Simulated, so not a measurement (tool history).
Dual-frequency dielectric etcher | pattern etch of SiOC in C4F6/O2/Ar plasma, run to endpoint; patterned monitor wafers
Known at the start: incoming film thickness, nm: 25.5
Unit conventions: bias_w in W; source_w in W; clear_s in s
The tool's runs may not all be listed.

run  hour  bias_w  source_w  clear_s
  1     0     560       360   7.9103
  2   5.4     511       330   8.4766
  3   6.7     581       330   8.2559
  4  14.8     553       310   8.5841
  5  20.1     553       360   8.1168
     23.3  -- wet clean of the chamber
  6  23.3     553       400    8.103
  7  32.2     500       360   8.4996
  8  40.9     460       340   8.8112
  9  48.6     430       320   9.2755

What will run 10 give?
 10  49.3     411       310        ?

{"run 10": {"clear_s": 9.4604}}
